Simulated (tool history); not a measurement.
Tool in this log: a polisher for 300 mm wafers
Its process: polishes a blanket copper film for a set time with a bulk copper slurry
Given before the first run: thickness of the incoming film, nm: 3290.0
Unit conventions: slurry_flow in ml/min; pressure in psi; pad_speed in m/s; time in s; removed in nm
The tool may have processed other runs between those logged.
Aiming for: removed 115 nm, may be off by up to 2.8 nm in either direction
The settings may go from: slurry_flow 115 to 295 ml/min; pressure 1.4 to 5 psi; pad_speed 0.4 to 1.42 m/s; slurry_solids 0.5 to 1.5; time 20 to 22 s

run	hour	slurry_flow	pressure	pad_speed	slurry_solids	time	removed
1	0	190	3.2	0.9	1	22	195.58
2	8.2	190	3.2	0.9	1	20	180.21
3	14.3	215	3.2	0.9	1	20	180.17
4	18.5	215	2.8	0.9	1	20	158.72
5	20.3	235	2.8	0.9	1	20	162.35
6	24.5	275	2.8	0.9	1	20	163.43
7	29.4	275	2.5	0.9	1	20	146.93
8	33.6	275	2.3	0.9	1	20	135.54
9	36.8	275	2.2	0.9	1	20	128.99
10	38	270	2.1	0.9	1	20	123.41
11	39.3	265	2.1	0.9	1	20	123.25
12	41.4	260	2.1	0.9	1	20	123.67
13	43.7	255	2.1	0.9	1	20	123.39
14	44.5	250	2.1	0.9	1	20	122.56
15	49.9	245	2.1	0.9	1	20	122.31
16	57.9	245	2.1	0.9	1	20	123.97

5 next moves are on the table. One of them brings every result within its allowed miss. Which?
A	65.9	230	2.5	0.62	1.05	21	?
B	65.9	215	2.5	0.7	0.95	22	?
C	65.9	240	2.2	0.84	1.15	20	?
D	65.9	200	1.5	1.3	0.7	22	?
E	65.9	255	2	0.78	1.15	22	?

move	removed
A	104.97
B	120.09
C	121.26
D	125.93
E	114.14
A: carries the result that was furthest off beyond its target, to the other side
B: closes in on the targets versus the last run, not all within tolerance yet
C: closes in on the targets versus the last run, not all within tolerance yet
D: further off than the last run
E: each result inside its tolerance
The right move is E.
